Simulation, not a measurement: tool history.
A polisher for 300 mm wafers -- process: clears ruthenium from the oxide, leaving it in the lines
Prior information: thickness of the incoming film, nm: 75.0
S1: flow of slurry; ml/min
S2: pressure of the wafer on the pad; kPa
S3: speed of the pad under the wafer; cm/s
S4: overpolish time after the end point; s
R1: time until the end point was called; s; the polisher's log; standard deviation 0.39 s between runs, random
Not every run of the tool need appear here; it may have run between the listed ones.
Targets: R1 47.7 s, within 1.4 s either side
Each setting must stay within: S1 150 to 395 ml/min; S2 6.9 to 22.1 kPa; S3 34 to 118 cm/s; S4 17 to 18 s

run  hour   S1    S2  S3  S4      R1
  1     0  250  14.5  76  17  73.053
  2   3.1  255  15.9  76  17  67.361
  3   8.1  255  15.9  58  17  87.924
  4    12  310  15.9  58  17   85.53
  5    13  310  17.2  60  17  77.005
  6  20.7  360  17.2  60  17  75.527
  7  23.2  365  21.4  72  17  50.589
  8  25.8  365  22.1  72  17  50.018

Pick the move, out of 4, that brings all results within their allowed miss; only one does.
  A  28.4  340    20  74  17   ?
  B  28.4  345  21.4  78  17   ?
  C  28.4  390  20.7  68  18   ?
  D  28.4  315  22.1  72  18   ?

move      R1
   A  54.414
   B  48.403
   C  56.505
   D  51.052
A: its largest miss is bigger than the last run's
B: every result within its allowed miss
C: its largest miss is bigger than the last run's
D: its largest miss is bigger than the last run's
So the answer is move B, the one that meets all the targets.

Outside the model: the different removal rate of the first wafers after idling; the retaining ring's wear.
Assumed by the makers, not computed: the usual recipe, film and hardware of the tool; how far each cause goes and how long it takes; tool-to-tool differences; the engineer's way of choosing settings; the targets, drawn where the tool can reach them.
